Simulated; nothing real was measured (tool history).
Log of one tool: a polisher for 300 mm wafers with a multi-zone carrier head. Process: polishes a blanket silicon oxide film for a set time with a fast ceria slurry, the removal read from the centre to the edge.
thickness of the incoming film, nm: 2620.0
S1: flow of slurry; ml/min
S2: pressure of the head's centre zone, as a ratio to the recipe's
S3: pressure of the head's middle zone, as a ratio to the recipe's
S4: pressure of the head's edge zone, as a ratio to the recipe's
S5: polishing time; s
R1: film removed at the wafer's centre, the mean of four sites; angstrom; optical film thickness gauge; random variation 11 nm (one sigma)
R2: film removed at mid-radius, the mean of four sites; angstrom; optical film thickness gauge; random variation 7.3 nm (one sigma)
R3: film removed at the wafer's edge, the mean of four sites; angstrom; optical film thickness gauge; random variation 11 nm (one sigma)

run	hour	S1	S2	S3	S4	S5	R1	R2	R3
1	0	195	1	1	1	60	6102.3	6272.7	6213.7
2	0.9	210	1.06	0.99	1.05	65	7240.9	6845.3	6721.3
3	2.7	210	1.06	0.99	1.1	65	7253.4	6861	6993.9
4	11.5	210	1.06	0.99	1.1	58	6388.2	6135.5	6211.2
5	18.8	205	1.08	0.97	1.12	66	7647.5	6899.3	7293.7
6	27.1	200	1.1	0.97	1.13	70	7916.9	7260.6	7624.2

Run 7 comes next. What will it give?
7	32.2	220	1.11	0.95	1.15	72	?	?	?

Run 7 gave R1 8499.4 angstrom, R2 7429.6 angstrom, R3 8073.5 angstrom.
